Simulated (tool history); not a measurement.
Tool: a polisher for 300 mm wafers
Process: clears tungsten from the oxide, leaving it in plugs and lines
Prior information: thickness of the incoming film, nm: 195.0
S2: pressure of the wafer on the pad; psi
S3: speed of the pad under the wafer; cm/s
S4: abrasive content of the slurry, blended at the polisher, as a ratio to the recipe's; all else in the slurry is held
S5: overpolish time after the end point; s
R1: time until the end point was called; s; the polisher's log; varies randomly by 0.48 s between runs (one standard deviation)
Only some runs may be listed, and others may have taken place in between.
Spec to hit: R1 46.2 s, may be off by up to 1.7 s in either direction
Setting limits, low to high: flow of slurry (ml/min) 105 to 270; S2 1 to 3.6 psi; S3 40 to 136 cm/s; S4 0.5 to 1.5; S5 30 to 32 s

Run 1, hour 0: flow of slurry (ml/min) 175, S2 2.3 psi, S3 88 cm/s, S4 1, S5 30 s. Result: R1 66.199 s.
Run 2, hour 1.9: flow of slurry (ml/min) 175, S2 2.4 psi, S3 88 cm/s, S4 1, S5 30 s. Result: R1 65.352 s.
Run 3, hour 8.8: flow of slurry (ml/min) 175, S2 2.4 psi, S3 88 cm/s, S4 1, S5 30 s. Result: R1 65.901 s.
Run 4, hour 13.9: flow of slurry (ml/min) 175, S2 2.4 psi, S3 78 cm/s, S4 1, S5 30 s. Result: R1 70.953 s.
Run 5, hour 20.3: flow of slurry (ml/min) 175, S2 2.5 psi, S3 78 cm/s, S4 1, S5 30 s. Result: R1 69.694 s.
Run 6, hour 28.1: flow of slurry (ml/min) 175, S2 2.6 psi, S3 78 cm/s, S4 1, S5 30 s. Result: R1 67.04 s.
Run 7, hour 35.5: flow of slurry (ml/min) 175, S2 2.7 psi, S3 78 cm/s, S4 1, S5 30 s. Result: R1 65.789 s.
Run 8, hour 42.9: flow of slurry (ml/min) 175, S2 2.8 psi, S3 78 cm/s, S4 1, S5 30 s. Result: R1 62.821 s.
Run 9, hour 51.7: flow of slurry (ml/min) 175, S2 2.9 psi, S3 78 cm/s, S4 1, S5 30 s. Result: R1 62.888 s.
At hour 58.7: slurry blender recalibrated.
Run 10, hour 58.7: flow of slurry (ml/min) 175, S2 3 psi, S3 80 cm/s, S4 1, S5 30 s. Result: R1 55.085 s.

5 candidate next runs follow, results not yet known. Just one meets every target within its allowed miss. Identify it.
Run A, hour 65.7: flow of slurry (ml/min) 145, S2 3.2 psi, S3 110 cm/s, S4 0.85, S5 32 s. Result: R1 ?.
Run B, hour 65.7: flow of slurry (ml/min) 205, S2 2.6 psi, S3 86 cm/s, S4 0.7, S5 30 s. Result: R1 ?.
Run C, hour 65.7: flow of slurry (ml/min) 215, S2 3.1 psi, S3 100 cm/s, S4 0.75, S5 30 s. Result: R1 ?.
Run D, hour 65.7: flow of slurry (ml/min) 195, S2 2.3 psi, S3 68 cm/s, S4 1.1, S5 30 s. Result: R1 ?.
Run E, hour 65.7: flow of slurry (ml/min) 195, S2 2.9 psi, S3 98 cm/s, S4 1.35, S5 30 s. Result: R1 ?.

move      R1
   A  43.779
   B  60.691
   C   46.88
   D  70.095
   E  43.933
A: takes the biggest miss from the last run beyond its target
B: misses by more than the last run did
C: all results land within tolerance of their targets
D: misses by more than the last run did
E: takes the biggest miss from the last run beyond its target
C meets every target.
